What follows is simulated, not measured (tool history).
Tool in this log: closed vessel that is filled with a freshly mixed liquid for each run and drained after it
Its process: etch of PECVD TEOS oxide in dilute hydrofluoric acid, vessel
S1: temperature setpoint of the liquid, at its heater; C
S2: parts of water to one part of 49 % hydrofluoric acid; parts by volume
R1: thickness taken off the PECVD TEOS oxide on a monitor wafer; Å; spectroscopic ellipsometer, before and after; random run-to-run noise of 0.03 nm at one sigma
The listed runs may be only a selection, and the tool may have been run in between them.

{"run": 1, "day": 0.0, "S1": 25, "S2": 205, "time in the liquid (s)": 30, "R1": 40.792}
{"run": 2, "day": 0.083, "S1": 25, "S2": 205, "time in the liquid (s)": 30, "R1": 41.024}
{"run": 3, "day": 0.346, "S1": 25, "S2": 250, "time in the liquid (s)": 30, "R1": 32.065}
{"run": 4, "day": 0.717, "S1": 22, "S2": 250, "time in the liquid (s)": 30, "R1": 28.602}
{"run": 5, "day": 1.046, "S1": 25, "S2": 220, "time in the liquid (s)": 30, "R1": 37.543}
{"run": 6, "day": 1.242, "S1": 27, "S2": 200, "time in the liquid (s)": 30, "R1": 45.475}
{"run": 7, "day": 1.567, "S1": 28.5, "S2": 185, "time in the liquid (s)": 30, "R1": 53.078}
{"run": 8, "day": 1.796, "S1": 29.5, "S2": 175, "time in the liquid (s)": 30, "R1": 58.556}
{"run": 9, "day": 1.967, "S1": 30.5, "S2": 170, "time in the liquid (s)": 30, "R1": 62.738}
{"run": 10, "day": 2.229, "S1": 31, "S2": 165, "time in the liquid (s)": 30, "R1": 66.494}
{"run": 11, "day": 2.375, "S1": 31, "S2": 165, "time in the liquid (s)": 30, "R1": 65.81}

Run 12 has not been measured yet. What should we expect?
{"run": 12, "day": 2.446, "S1": 31.5, "S2": 160, "time in the liquid (s)": 30, "R1": "?"}

Run 12 came out at R1 69.819 Å.
